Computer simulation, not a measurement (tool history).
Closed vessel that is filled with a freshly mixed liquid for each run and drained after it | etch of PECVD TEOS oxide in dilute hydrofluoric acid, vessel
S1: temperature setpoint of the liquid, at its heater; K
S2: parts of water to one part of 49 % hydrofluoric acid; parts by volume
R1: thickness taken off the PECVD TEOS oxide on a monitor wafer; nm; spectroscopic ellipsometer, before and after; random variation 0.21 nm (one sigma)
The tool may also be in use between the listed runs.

run 1 hour=0.0 | S1=295.15 S2=235 time_in_the_liquid_(s)=230 | R1=12.237
run 2 hour=8.9 | S1=295.15 S2=235 time_in_the_liquid_(s)=230 | R1=12.175
run 3 hour=9.8 | S1=295.15 S2=235 time_in_the_liquid_(s)=230 | R1=11.966
run 4 hour=11.0 | S1=295.15 S2=195 time_in_the_liquid_(s)=230 | R1=15.184
run 5 hour=15.8 | S1=292.15 S2=195 time_in_the_liquid_(s)=230 | R1=13.400
run 6 hour=23.0 | S1=292.15 S2=195 time_in_the_liquid_(s)=230 | R1=13.546
run 7 hour=29.8 | S1=294.15 S2=190 time_in_the_liquid_(s)=230 | R1=15.104

Forecast run 8:
run 8 hour=38.0 | S1=296.15 S2=185 time_in_the_liquid_(s)=230 | R1=?

Run 8 gave R1 16.662 nm.
